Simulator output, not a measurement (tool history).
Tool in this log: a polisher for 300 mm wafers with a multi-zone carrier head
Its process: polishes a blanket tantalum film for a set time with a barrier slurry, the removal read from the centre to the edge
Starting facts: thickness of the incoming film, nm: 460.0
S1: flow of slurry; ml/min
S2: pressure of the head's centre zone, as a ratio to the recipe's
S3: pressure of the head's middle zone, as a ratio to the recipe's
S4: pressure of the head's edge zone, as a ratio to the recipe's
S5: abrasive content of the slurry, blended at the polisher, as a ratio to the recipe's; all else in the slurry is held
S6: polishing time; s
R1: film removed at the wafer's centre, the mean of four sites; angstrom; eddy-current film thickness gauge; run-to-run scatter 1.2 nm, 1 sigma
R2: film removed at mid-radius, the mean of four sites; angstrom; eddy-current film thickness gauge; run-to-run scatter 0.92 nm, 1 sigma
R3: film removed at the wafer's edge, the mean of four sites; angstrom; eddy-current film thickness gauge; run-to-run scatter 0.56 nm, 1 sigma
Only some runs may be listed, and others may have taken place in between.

{"run": 1, "day": 0.0, "S1": 185, "S2": 1.0, "S3": 1.0, "S4": 1.0, "S5": 1.0, "S6": 71, "R1": 1431.8, "R2": 1435.8, "R3": 1418.5}
{"run": 2, "day": 0.362, "S1": 180, "S2": 0.97, "S3": 1.0, "S4": 0.97, "S5": 0.9, "S6": 67, "R1": 1240.1, "R2": 1304.7, "R3": 1289.1}
{"run": 3, "day": 0.704, "S1": 180, "S2": 0.97, "S3": 0.96, "S4": 0.97, "S5": 0.9, "S6": 67, "R1": 1251.1, "R2": 1273.5, "R3": 1304.7}
{"run": 4, "day": 0.725, "S1": 180, "S2": 0.97, "S3": 0.96, "S4": 1.0, "S5": 0.9, "S6": 67, "R1": 1240.0, "R2": 1283.2, "R3": 1322.8}
{"run": 5, "day": 1.096, "S1": 175, "S2": 0.96, "S3": 0.98, "S4": 0.97, "S5": 0.8, "S6": 64, "R1": 1138.5, "R2": 1176.3, "R3": 1206.3}
{"run": 6, "day": 1.2, "S1": 170, "S2": 0.95, "S3": 1.01, "S4": 0.94, "S5": 0.75, "S6": 62, "R1": 1113.4, "R2": 1179.7, "R3": 1147.8}
{"run": 7, "day": 1.433, "S1": 170, "S2": 0.93, "S3": 1.02, "S4": 0.92, "S5": 0.7, "S6": 59, "R1": 1006.2, "R2": 1108.6, "R3": 1055.7}
{"run": 8, "day": 1.542, "S1": 170, "S2": 0.92, "S3": 1.02, "S4": 0.9, "S5": 0.65, "S6": 58, "R1": 968.56, "R2": 1082.1, "R3": 1003.4}
{"run": 9, "day": 1.617, "S1": 170, "S2": 0.91, "S3": 1.01, "S4": 0.89, "S5": 0.6, "S6": 57, "R1": 913.93, "R2": 1010.6, "R3": 975.44}
{"run": 10, "day": 1.85, "S1": 170, "S2": 0.9, "S3": 1.02, "S4": 0.87, "S5": 0.6, "S6": 57, "R1": 887.22, "R2": 1035.7, "R3": 962.15}
{"run": 11, "day": 2.129, "S1": 165, "S2": 0.9, "S3": 1.02, "S4": 0.86, "S5": 0.6, "S6": 57, "R1": 892.91, "R2": 1028.9, "R3": 953.67}
{"run": 12, "day": 2.35, "S1": 160, "S2": 0.9, "S3": 1.02, "S4": 0.85, "S5": 0.6, "S6": 57, "R1": 887.62, "R2": 1015.1, "R3": 955.53}

The next listed run, before its measurement:
{"run": 13, "day": 2.462, "S1": 160, "S2": 0.9, "S3": 1.02, "S4": 0.85, "S5": 0.6, "S6": 56, "R1": "?", "R2": "?", "R3": "?"}

R1: 879.24 angstrom
R2: 1004.3 angstrom
R3: 938.70 angstrom
